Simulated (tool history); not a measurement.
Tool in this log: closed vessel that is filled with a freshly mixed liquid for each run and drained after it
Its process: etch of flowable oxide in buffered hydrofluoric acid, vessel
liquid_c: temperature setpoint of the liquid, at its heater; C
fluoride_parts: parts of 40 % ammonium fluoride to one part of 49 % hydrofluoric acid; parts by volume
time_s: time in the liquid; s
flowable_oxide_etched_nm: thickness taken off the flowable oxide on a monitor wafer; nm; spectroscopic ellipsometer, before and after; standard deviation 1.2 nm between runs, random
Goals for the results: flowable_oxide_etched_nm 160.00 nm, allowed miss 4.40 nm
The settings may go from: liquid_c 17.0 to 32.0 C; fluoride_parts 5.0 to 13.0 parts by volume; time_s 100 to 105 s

run 1 hour=0.0 | liquid_c=24.0 fluoride_parts=8.0 time_s=100 | flowable_oxide_etched_nm=248.48
run 2 hour=5.8 | liquid_c=24.0 fluoride_parts=7.0 time_s=100 | flowable_oxide_etched_nm=285.99
run 3 hour=14.1 | liquid_c=23.0 fluoride_parts=7.5 time_s=100 | flowable_oxide_etched_nm=248.29
run 4 hour=19.3 | liquid_c=26.0 fluoride_parts=7.5 time_s=100 | flowable_oxide_etched_nm=297.38
run 5 hour=21.3 | liquid_c=26.0 fluoride_parts=6.0 time_s=100 | flowable_oxide_etched_nm=369.43
run 6 hour=25.7 | liquid_c=26.0 fluoride_parts=6.0 time_s=105 | flowable_oxide_etched_nm=379.78
run 7 hour=29.2 | liquid_c=22.0 fluoride_parts=8.5 time_s=105 | flowable_oxide_etched_nm=219.01
run 8 hour=32.0 | liquid_c=21.0 fluoride_parts=8.5 time_s=105 | flowable_oxide_etched_nm=205.87
run 9 hour=36.1 | liquid_c=20.5 fluoride_parts=8.5 time_s=105 | flowable_oxide_etched_nm=200.14
run 10 hour=41.8 | liquid_c=20.0 fluoride_parts=8.5 time_s=105 | flowable_oxide_etched_nm=196.75
run 11 hour=44.3 | liquid_c=19.5 fluoride_parts=8.5 time_s=105 | flowable_oxide_etched_nm=190.48
run 12 hour=51.6 | liquid_c=19.0 fluoride_parts=8.5 time_s=105 | flowable_oxide_etched_nm=186.80
run 13 hour=58.4 | liquid_c=18.5 fluoride_parts=8.5 time_s=105 | flowable_oxide_etched_nm=179.31
run 14 hour=62.8 | liquid_c=17.5 fluoride_parts=8.5 time_s=105 | flowable_oxide_etched_nm=168.50
run 15 hour=64.3 | liquid_c=17.0 fluoride_parts=8.5 time_s=105 | flowable_oxide_etched_nm=166.32

Which one of the following 4 next-run settings gets every result inside its allowed miss? There is exactly one.
run A hour=65.8 | liquid_c=18.5 fluoride_parts=10.0 time_s=105 | flowable_oxide_etched_nm=?
run B hour=65.8 | liquid_c=19.5 fluoride_parts=9.5 time_s=105 | flowable_oxide_etched_nm=?
run C hour=65.8 | liquid_c=18.5 fluoride_parts=9.0 time_s=105 | flowable_oxide_etched_nm=?
run D hour=65.8 | liquid_c=17.0 fluoride_parts=9.0 time_s=100 | flowable_oxide_etched_nm=?

move=A flowable_oxide_etched_nm=159.34
move=B flowable_oxide_etched_nm=174.12
move=C flowable_oxide_etched_nm=170.28
move=D flowable_oxide_etched_nm=148.92
A: meets every target
B: lands further from the targets than the last run did
C: lands further from the targets than the last run did
D: the result that was furthest off in the last run now lies on the other side of its target
The move that meets every target is A.

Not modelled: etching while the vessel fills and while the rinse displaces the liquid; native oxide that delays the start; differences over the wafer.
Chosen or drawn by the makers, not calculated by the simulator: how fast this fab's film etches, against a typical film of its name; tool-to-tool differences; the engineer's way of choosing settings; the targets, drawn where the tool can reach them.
